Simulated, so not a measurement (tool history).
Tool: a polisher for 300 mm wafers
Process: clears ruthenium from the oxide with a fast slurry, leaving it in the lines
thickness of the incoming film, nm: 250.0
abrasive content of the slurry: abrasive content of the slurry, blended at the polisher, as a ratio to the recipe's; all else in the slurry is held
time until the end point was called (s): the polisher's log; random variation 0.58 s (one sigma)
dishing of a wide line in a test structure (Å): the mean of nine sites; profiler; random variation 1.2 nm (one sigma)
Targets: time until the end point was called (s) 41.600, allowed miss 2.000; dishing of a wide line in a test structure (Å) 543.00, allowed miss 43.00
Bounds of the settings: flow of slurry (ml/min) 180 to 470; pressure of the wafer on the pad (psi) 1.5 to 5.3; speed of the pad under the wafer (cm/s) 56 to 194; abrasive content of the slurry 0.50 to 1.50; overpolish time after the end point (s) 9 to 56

run,day,flow of slurry (ml/min),pressure of the wafer on the pad (psi),speed of the pad under the wafer (cm/s),abrasive content of the slurry,overpolish time after the end point (s),time until the end point was called (s),dishing of a wide line in a test structure (Å)
1,0.000,300,3.4,124,1.00,29,42.194,1131.70
2,0.117,300,3.4,124,1.00,24,42.422,1042.80
3,0.175,225,3.4,124,1.00,24,44.340,1006.30
4,0.233,225,3.4,124,0.90,24,46.365,962.35
5,0.317,225,3.4,124,1.00,24,43.229,957.29
6,0.638,225,3.4,124,0.80,24,50.307,921.03
7,0.679,215,3.2,124,0.95,20,49.012,808.23
8,0.896,205,3.0,128,1.10,17,46.857,723.25
9,1.154,205,3.0,128,1.10,17,45.324,728.26
10,1.238,205,3.2,128,1.10,9,43.529,434.96
11,1.325,205,3.2,134,1.10,13,42.145,632.31

Which of these 5 next moves meets every target?
A,1.412,205,3.1,132,1.10,14,?,?
B,1.412,225,3.0,142,1.10,15,?,?
C,1.412,180,3.1,146,1.00,14,?,?
D,1.412,190,3.1,146,1.00,17,?,?
E,1.412,215,2.9,140,1.25,11,?,?

move,time until the end point was called (s),dishing of a wide line in a test structure (Å)
A,43.469,643.65
B,41.353,713.50
C,41.771,666.40
D,41.497,791.30
E,41.234,544.84
A: further off than the last run
B: further off than the last run
C: further off than the last run
D: further off than the last run
E: meets every target
Move E is the one to make.

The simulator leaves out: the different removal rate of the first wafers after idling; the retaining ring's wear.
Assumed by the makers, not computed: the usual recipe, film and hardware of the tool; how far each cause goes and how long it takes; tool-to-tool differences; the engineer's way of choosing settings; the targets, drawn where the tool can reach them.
